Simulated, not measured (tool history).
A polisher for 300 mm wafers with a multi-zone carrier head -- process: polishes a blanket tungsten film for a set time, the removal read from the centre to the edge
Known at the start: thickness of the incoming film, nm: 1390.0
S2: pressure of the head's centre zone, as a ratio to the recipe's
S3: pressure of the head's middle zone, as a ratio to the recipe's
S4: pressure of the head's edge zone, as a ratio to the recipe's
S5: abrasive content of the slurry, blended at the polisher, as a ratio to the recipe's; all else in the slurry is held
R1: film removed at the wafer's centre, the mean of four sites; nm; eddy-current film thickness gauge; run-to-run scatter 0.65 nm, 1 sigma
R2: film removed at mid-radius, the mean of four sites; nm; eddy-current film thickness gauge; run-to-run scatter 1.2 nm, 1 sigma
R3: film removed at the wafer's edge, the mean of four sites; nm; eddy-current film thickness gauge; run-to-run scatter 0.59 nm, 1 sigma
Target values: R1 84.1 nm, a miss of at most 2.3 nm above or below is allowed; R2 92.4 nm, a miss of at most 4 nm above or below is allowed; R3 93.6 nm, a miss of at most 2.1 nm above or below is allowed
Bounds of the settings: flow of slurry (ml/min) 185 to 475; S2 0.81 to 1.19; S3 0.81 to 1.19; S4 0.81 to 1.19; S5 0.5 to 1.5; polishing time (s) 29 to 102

Run 1, day 0: flow of slurry (ml/min) 305, S2 1, S3 1, S4 1, S5 1, polishing time (s) 65. Result: R1 165.15 nm, R2 162.99 nm, R3 168 nm.
Run 2, day 0.046: flow of slurry (ml/min) 295, S2 0.95, S3 0.98, S4 0.95, S5 0.85, polishing time (s) 57. Result: R1 130.65 nm, R2 132.96 nm, R3 134.01 nm.
Run 3, day 0.279: flow of slurry (ml/min) 295, S2 0.95, S3 0.94, S4 0.95, S5 0.85, polishing time (s) 57. Result: R1 133.02 nm, R2 129.59 nm, R3 135.34 nm.
Run 4, day 0.496: flow of slurry (ml/min) 295, S2 0.95, S3 1, S4 0.95, S5 0.85, polishing time (s) 57. Result: R1 130.67 nm, R2 131.48 nm, R3 134.98 nm.
Run 5, day 0.788: flow of slurry (ml/min) 280, S2 0.9, S3 1, S4 0.91, S5 0.75, polishing time (s) 54. Result: R1 112.38 nm, R2 122.35 nm, R3 121.22 nm.
Run 6, day 1: flow of slurry (ml/min) 270, S2 0.87, S3 0.97, S4 0.88, S5 0.65, polishing time (s) 51. Result: R1 95.979 nm, R2 108.06 nm, R3 106.83 nm.
Run 7, day 1.338: flow of slurry (ml/min) 265, S2 0.86, S3 0.94, S4 0.86, S5 0.6, polishing time (s) 51. Result: R1 93.535 nm, R2 101.71 nm, R3 102 nm.
Run 8, day 1.704: flow of slurry (ml/min) 255, S2 0.84, S3 0.92, S4 0.84, S5 0.6, polishing time (s) 51. Result: R1 89.988 nm, R2 101.19 nm, R3 100.41 nm.
Run 9, day 1.946: flow of slurry (ml/min) 250, S2 0.84, S3 0.9, S4 0.83, S5 0.55, polishing time (s) 51. Result: R1 87.307 nm, R2 94.722 nm, R3 97.236 nm.
Run 10, day 2.212: flow of slurry (ml/min) 240, S2 0.84, S3 0.9, S4 0.82, S5 0.55, polishing time (s) 51. Result: R1 87.327 nm, R2 93.984 nm, R3 97.125 nm.
Run 11, day 2.354: flow of slurry (ml/min) 245, S2 0.84, S3 0.9, S4 0.82, S5 0.55, polishing time (s) 51. Result: R1 87.635 nm, R2 96.244 nm, R3 96.309 nm.
Run 12, day 2.454: flow of slurry (ml/min) 240, S2 0.84, S3 0.89, S4 0.82, S5 0.55, polishing time (s) 51. Result: R1 87.823 nm, R2 94.37 nm, R3 96.189 nm.
Run 13, day 2.829: flow of slurry (ml/min) 235, S2 0.83, S3 0.89, S4 0.82, S5 0.55, polishing time (s) 51. Result: R1 85.935 nm, R2 94.178 nm, R3 97.08 nm.
Run 14, day 2.904: flow of slurry (ml/min) 230, S2 0.84, S3 0.9, S4 0.81, S5 0.5, polishing time (s) 50. Result: R1 82.436 nm, R2 90.459 nm, R3 91.113 nm.
Run 15, day 3.212: flow of slurry (ml/min) 240, S2 0.84, S3 0.9, S4 0.82, S5 0.5, polishing time (s) 50. Result: R1 81.834 nm, R2 91.717 nm, R3 91.904 nm.

Which single option among these 4 for the next run brings every result within its allowed miss of target? Just one does.
Run A, day 3.521: flow of slurry (ml/min) 270, S2 0.87, S3 0.92, S4 0.82, S5 0.55, polishing time (s) 47. Result: R1 ?, R2 ?, R3 ?.
Run B, day 3.521: flow of slurry (ml/min) 275, S2 0.81, S3 0.91, S4 0.82, S5 0.5, polishing time (s) 49. Result: R1 ?, R2 ?, R3 ?.
Run C, day 3.521: flow of slurry (ml/min) 285, S2 0.9, S3 0.96, S4 0.83, S5 0.5, polishing time (s) 48. Result: R1 ?, R2 ?, R3 ?.
Run D, day 3.521: flow of slurry (ml/min) 260, S2 0.83, S3 0.89, S4 0.81, S5 0.5, polishing time (s) 51. Result: R1 ?, R2 ?, R3 ?.

move      R1      R2      R3
   A  84.277   89.71  89.206
   B  79.104  89.816   89.94
   C  86.608  91.744  88.808
   D  83.729   91.38  92.641
A: puts the biggest miss on target and leaves a different result outside tolerance
B: misses by more than the last run did
C: takes the result that was furthest off past its target
D: all results in spec
D is the move that brings every result within its allowed miss.
